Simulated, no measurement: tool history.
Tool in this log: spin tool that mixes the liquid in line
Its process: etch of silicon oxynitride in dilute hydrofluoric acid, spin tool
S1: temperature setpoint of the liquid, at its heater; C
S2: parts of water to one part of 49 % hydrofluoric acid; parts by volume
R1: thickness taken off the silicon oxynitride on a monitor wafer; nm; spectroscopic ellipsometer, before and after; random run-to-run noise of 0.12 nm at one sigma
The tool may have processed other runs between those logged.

{"run": 1, "hour": 0.0, "S1": 21, "S2": 205, "time under the liquid (s)": 325, "R1": 4.5984}
{"run": 2, "hour": 1.3, "S1": 22, "S2": 200, "time under the liquid (s)": 325, "R1": 4.9573}
{"run": 3, "hour": 7.1, "S1": 22, "S2": 200, "time under the liquid (s)": 325, "R1": 4.9842}
{"run": 4, "hour": 12.9, "S1": 22.5, "S2": 195, "time under the liquid (s)": 325, "R1": 5.2454}
{"run": 5, "hour": 15.2, "S1": 22.5, "S2": 245, "time under the liquid (s)": 325, "R1": 4.077}
{"run": 6, "hour": 16.5, "S1": 23, "S2": 235, "time under the liquid (s)": 325, "R1": 4.2774}
{"run": 7, "hour": 23.0, "S1": 23.5, "S2": 225, "time under the liquid (s)": 325, "R1": 4.6084}
{"run": 8, "hour": 27.5, "S1": 24, "S2": 215, "time under the liquid (s)": 325, "R1": 5.0671}
{"run": 9, "hour": 31.5, "S1": 24.5, "S2": 210, "time under the liquid (s)": 325, "R1": 5.2279}
{"run": 10, "hour": 39.9, "S1": 28.5, "S2": 130, "time under the liquid (s)": 330, "R1": 11.046}
{"run": 11, "hour": 44.1, "S1": 28, "S2": 130, "time under the liquid (s)": 330, "R1": 10.746}

The next listed run, before its measurement:
{"run": 12, "hour": 46.3, "S1": 27.5, "S2": 130, "time under the liquid (s)": 330, "R1": "?"}

{"run 12": {"R1": 10.497}}
